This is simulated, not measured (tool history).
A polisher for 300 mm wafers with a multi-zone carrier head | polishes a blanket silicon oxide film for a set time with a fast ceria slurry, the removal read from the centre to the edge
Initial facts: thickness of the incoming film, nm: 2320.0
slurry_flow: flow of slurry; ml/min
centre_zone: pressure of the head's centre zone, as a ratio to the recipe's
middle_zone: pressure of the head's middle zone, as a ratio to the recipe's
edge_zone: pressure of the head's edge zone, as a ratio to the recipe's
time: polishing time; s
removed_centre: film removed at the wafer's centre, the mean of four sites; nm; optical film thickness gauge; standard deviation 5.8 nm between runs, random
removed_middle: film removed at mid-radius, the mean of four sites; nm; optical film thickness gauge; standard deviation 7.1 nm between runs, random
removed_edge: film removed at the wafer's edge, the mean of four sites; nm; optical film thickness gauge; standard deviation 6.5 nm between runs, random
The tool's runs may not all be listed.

run 1 hour=0 | slurry_flow=245 centre_zone=1 middle_zone=1 edge_zone=1 time=31 | removed_centre=529.2 removed_middle=540.7 removed_edge=510.5
run 2 hour=4.5 | slurry_flow=270 centre_zone=1.07 middle_zone=0.99 edge_zone=1.05 time=34 | removed_centre=625.17 removed_middle=597.72 removed_edge=580.18
run 3 hour=8.3 | slurry_flow=285 centre_zone=1.11 middle_zone=0.96 edge_zone=1.05 time=36 | removed_centre=698.22 removed_middle=621.65 removed_edge=622.46
run 4 hour=9.1 | slurry_flow=300 centre_zone=1.14 middle_zone=0.95 edge_zone=1.06 time=37 | removed_centre=736.25 removed_middle=634.56 removed_edge=645.23
run 5 hour=17.1 | slurry_flow=300 centre_zone=1.14 middle_zone=0.99 edge_zone=1.06 time=37 | removed_centre=741.55 removed_middle=641.01 removed_edge=643.29
run 6 hour=24.3 | slurry_flow=300 centre_zone=1.14 middle_zone=0.99 edge_zone=1.13 time=37 | removed_centre=744.42 removed_middle=650.37 removed_edge=672.41
-- hour=32.8 worn pad replaced by a new one
run 7 hour=32.8 | slurry_flow=315 centre_zone=1.16 middle_zone=0.97 edge_zone=1.11 time=38 | removed_centre=844.09 removed_middle=720.18 removed_edge=737.36

What does the tool deliver on the next run?
run 8 hour=34.1 | slurry_flow=325 centre_zone=1.19 middle_zone=0.9 edge_zone=1.07 time=36 | removed_centre=? removed_middle=? removed_edge=?

{"run 8": {"removed_centre": 820.75, "removed_middle": 641.7, "removed_edge": 688.08}}
